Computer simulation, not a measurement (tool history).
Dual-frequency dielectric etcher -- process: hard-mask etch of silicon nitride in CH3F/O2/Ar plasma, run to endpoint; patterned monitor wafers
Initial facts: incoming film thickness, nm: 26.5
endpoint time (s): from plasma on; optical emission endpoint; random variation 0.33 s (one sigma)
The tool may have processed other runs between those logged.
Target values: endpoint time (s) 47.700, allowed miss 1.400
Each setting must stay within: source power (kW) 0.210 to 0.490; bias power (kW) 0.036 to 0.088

run,hour,source power (kW),bias power (kW),endpoint time (s)
1,0.0,0.350,0.062,39.745
2,8.0,0.350,0.069,37.293
3,9.5,0.320,0.069,38.374
4,16.0,0.270,0.069,40.989
5,18.8,0.290,0.069,40.259
6,23.1,0.230,0.069,43.858
7,30.5,0.220,0.067,45.338
8,37.7,0.220,0.066,45.634

Which single option among these 5 for the next run brings every result within its allowed miss of target? Just one does.
A,44.9,0.250,0.067,?
B,44.9,0.230,0.068,?
C,44.9,0.220,0.068,?
D,44.9,0.210,0.057,?
E,44.9,0.230,0.061,?

move,endpoint time (s)
A,43.008
B,44.134
C,44.942
D,50.558
E,46.854
A: moves away from the targets compared with the last run
B: moves away from the targets compared with the last run
C: moves away from the targets compared with the last run
D: takes the result that was furthest off past its target
E: each result inside its tolerance
E meets every target.
